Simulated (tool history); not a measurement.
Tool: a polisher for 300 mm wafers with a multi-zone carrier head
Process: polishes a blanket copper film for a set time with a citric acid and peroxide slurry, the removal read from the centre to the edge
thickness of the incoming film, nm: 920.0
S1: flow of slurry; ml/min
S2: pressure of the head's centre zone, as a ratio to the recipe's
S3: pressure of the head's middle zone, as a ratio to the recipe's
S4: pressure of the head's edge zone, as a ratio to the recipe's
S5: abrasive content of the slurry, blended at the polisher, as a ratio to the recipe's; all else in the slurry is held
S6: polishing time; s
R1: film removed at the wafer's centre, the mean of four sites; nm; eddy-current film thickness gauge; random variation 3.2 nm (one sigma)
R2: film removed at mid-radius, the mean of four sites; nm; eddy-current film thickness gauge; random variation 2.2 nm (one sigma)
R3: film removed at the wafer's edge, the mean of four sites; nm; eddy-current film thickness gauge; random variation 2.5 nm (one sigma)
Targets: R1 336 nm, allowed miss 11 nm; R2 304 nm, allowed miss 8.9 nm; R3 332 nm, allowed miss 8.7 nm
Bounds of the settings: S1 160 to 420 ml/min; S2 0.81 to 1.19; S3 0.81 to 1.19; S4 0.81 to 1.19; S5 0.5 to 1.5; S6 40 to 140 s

| run | hour | S1 | S2 | S3 | S4 | S5 | S6 | R1 | R2 | R3 |
|---|---|---|---|---|---|---|---|---|---|---|
| 1 | 0 | 270 | 1 | 1 | 1 | 1 | 90 | 253.6 | 254.17 | 256.4 |
| 2 | 4 | 270 | 1.04 | 1 | 1 | 1 | 90 | 264.67 | 256.38 | 254.36 |
| 3 | 5.4 | 270 | 1.04 | 1 | 1 | 1.15 | 90 | 267.92 | 256.46 | 261.66 |
| 4 | 10.9 | 270 | 1.04 | 1 | 1 | 0.95 | 90 | 258.64 | 250.58 | 254.96 |
| 5 | 18.9 | 275 | 1.04 | 1 | 1.02 | 1 | 91 | 260.82 | 257.46 | 262.37 |
| 6 | 23.3 | 275 | 1.05 | 1 | 1.03 | 1.05 | 92 | 266.35 | 262.69 | 266.28 |
| 7 | 30.8 | 275 | 1.05 | 1 | 1.03 | 1.05 | 92 | 264.13 | 263.67 | 266.06 |
| 8 | 35.7 | 275 | 1.06 | 0.99 | 1.03 | 1.1 | 94 | 273.14 | 262.5 | 274.43 |
| 9 | 44.2 | 330 | 1.16 | 1.09 | 1.13 | 1.35 | 97 | 331.26 | 314.93 | 305.58 |
| 10 | 48.7 | 330 | 1.16 | 1.08 | 1.14 | 1.35 | 97 | 327.68 | 310.32 | 303.94 |
| 11 | 53.6 | 330 | 1.16 | 1.07 | 1.15 | 1.35 | 97 | 329.13 | 310.21 | 303.86 |
| 12 | 56.1 | 330 | 1.15 | 1.06 | 1.15 | 1.35 | 98 | 333.14 | 303.59 | 317.51 |
| 13 | 59 | 340 | 1.14 | 1.06 | 1.16 | 1.4 | 98 | 334.61 | 313.01 | 316.23 |
| 14 | 65.4 | 340 | 1.14 | 1.05 | 1.16 | 1.4 | 98 | 328.72 | 303.84 | 312.8 |

Which of these 5 next moves meets every target?
| A | 71.8 | 385 | 1.06 | 1.02 | 1.18 | 1.5 | 98 | ? | ? | ? |
| B | 71.8 | 365 | 1.13 | 1.04 | 1.15 | 1.4 | 97 | ? | ? | ? |
| C | 71.8 | 370 | 1.12 | 0.99 | 1.19 | 1.3 | 102 | ? | ? | ? |
| D | 71.8 | 355 | 1.16 | 1.07 | 1.15 | 1.15 | 98 | ? | ? | ? |
| E | 71.8 | 380 | 1.14 | 1 | 1.1 | 1.5 | 99 | ? | ? | ? |

| move | R1 | R2 | R3 |
|---|---|---|---|
| A | 318.5 | 305.49 | 323.42 |
| B | 331.18 | 302.76 | 312.3 |
| C | 341.35 | 302.09 | 329.56 |
| D | 332.58 | 303.33 | 305.46 |
| E | 345.82 | 303.12 | 317.52 |
A: brings the result that was furthest off to its target, and leaves another outside
B: as far off as the last run
C: meets every target
D: further off than the last run
E: nearer than the last run, and not there yet
The right move is C.
